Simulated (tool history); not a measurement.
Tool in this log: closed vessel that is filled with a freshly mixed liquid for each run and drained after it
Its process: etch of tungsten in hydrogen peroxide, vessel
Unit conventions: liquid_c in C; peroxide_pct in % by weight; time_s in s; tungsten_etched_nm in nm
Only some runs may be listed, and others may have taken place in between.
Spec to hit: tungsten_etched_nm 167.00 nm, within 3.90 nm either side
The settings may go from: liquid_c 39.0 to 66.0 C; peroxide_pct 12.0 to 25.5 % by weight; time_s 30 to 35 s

Run 1, hour 0.0: liquid_c 55.0 C, peroxide_pct 17.5 % by weight, time_s 35 s. Result: tungsten_etched_nm 116.74 nm.
Run 2, hour 3.8: liquid_c 56.5 C, peroxide_pct 17.5 % by weight, time_s 35 s. Result: tungsten_etched_nm 128.75 nm.
Run 3, hour 10.2: liquid_c 57.5 C, peroxide_pct 17.5 % by weight, time_s 35 s. Result: tungsten_etched_nm 134.08 nm.
Run 4, hour 18.4: liquid_c 57.5 C, peroxide_pct 19.0 % by weight, time_s 35 s. Result: tungsten_etched_nm 140.23 nm.
Run 5, hour 19.4: liquid_c 57.5 C, peroxide_pct 22.5 % by weight, time_s 35 s. Result: tungsten_etched_nm 154.22 nm.
Run 6, hour 25.3: liquid_c 57.5 C, peroxide_pct 21.0 % by weight, time_s 35 s. Result: tungsten_etched_nm 146.87 nm.
Run 7, hour 32.2: liquid_c 57.5 C, peroxide_pct 21.0 % by weight, time_s 35 s. Result: tungsten_etched_nm 150.53 nm.
Run 8, hour 40.5: liquid_c 58.0 C, peroxide_pct 21.0 % by weight, time_s 35 s. Result: tungsten_etched_nm 150.99 nm.
Run 9, hour 41.9: liquid_c 58.5 C, peroxide_pct 21.0 % by weight, time_s 35 s. Result: tungsten_etched_nm 157.53 nm.
Run 10, hour 46.3: liquid_c 59.0 C, peroxide_pct 21.0 % by weight, time_s 35 s. Result: tungsten_etched_nm 162.41 nm.

5 candidate next runs follow, results not yet known. Just one meets every target within its allowed miss. Identify it.
Run A, hour 50.7: liquid_c 61.5 C, peroxide_pct 20.0 % by weight, time_s 30 s. Result: tungsten_etched_nm ?.
Run B, hour 50.7: liquid_c 59.0 C, peroxide_pct 22.0 % by weight, time_s 35 s. Result: tungsten_etched_nm ?.
Run C, hour 50.7: liquid_c 58.5 C, peroxide_pct 21.0 % by weight, time_s 35 s. Result: tungsten_etched_nm ?.
Run D, hour 50.7: liquid_c 60.0 C, peroxide_pct 18.0 % by weight, time_s 35 s. Result: tungsten_etched_nm ?.
Run E, hour 50.7: liquid_c 60.5 C, peroxide_pct 22.5 % by weight, time_s 30 s. Result: tungsten_etched_nm ?.

move  tungsten_etched_nm
   A              156.56
   B              165.95
   C              157.51
   D              159.02
   E              156.83
A: the biggest miss grows against the last run
B: all results land within tolerance of their targets
C: the biggest miss grows against the last run
D: the biggest miss grows against the last run
E: the biggest miss grows against the last run
Go with B: it meets all targets.

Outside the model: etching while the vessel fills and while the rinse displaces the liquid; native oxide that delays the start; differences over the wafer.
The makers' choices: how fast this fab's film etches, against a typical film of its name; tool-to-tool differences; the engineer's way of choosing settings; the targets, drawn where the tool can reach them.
